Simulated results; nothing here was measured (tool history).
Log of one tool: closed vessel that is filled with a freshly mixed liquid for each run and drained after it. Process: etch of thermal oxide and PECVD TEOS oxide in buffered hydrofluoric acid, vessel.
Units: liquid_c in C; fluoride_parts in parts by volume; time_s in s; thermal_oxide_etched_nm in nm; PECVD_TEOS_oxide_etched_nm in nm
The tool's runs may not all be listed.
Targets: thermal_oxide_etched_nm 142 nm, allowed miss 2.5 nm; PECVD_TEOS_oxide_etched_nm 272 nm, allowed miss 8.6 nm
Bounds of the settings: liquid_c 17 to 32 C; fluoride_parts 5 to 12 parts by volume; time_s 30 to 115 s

| run | hour | liquid_c | fluoride_parts | time_s | thermal_oxide_etched_nm | PECVD_TEOS_oxide_etched_nm |
|---|---|---|---|---|---|---|
| 1 | 0 | 24 | 7 | 60 | 113.67 | 215.86 |
| 2 | 4.6 | 21 | 7 | 60 | 96.187 | 185.47 |
| 3 | 8 | 21 | 9 | 60 | 73.729 | 141.49 |
| 4 | 9.8 | 24 | 9 | 60 | 85.995 | 165.02 |
| 5 | 14.1 | 22 | 9 | 60 | 78.228 | 147.73 |
| 6 | 22.3 | 24.5 | 9 | 60 | 88.882 | 170.54 |
| 7 | 24.1 | 26.5 | 9 | 60 | 99.13 | 185.82 |
| 8 | 32.9 | 28 | 9 | 60 | 107.23 | 203.87 |
| 9 | 38.3 | 29 | 9 | 60 | 112.28 | 216.56 |
| 10 | 43.6 | 30 | 9 | 60 | 118.34 | 230.06 |

4 next moves are on the table. One of them brings every result within its allowed miss. Which?
| A | 48.9 | 32 | 9.5 | 65 | ? | ? |
| B | 48.9 | 21.5 | 9.5 | 75 | ? | ? |
| C | 48.9 | 31.5 | 7.5 | 55 | ? | ? |
| D | 48.9 | 28.5 | 8.5 | 70 | ? | ? |

| move | thermal_oxide_etched_nm | PECVD_TEOS_oxide_etched_nm |
|---|---|---|
| A | 136.53 | 266.96 |
| B | 90.483 | 176.93 |
| C | 141.86 | 277.39 |
| D | 135.07 | 264.11 |
A: nearer than the last run, and not there yet
B: further off than the last run
C: meets every target
D: nearer than the last run, and not there yet
Move C is the one to make.

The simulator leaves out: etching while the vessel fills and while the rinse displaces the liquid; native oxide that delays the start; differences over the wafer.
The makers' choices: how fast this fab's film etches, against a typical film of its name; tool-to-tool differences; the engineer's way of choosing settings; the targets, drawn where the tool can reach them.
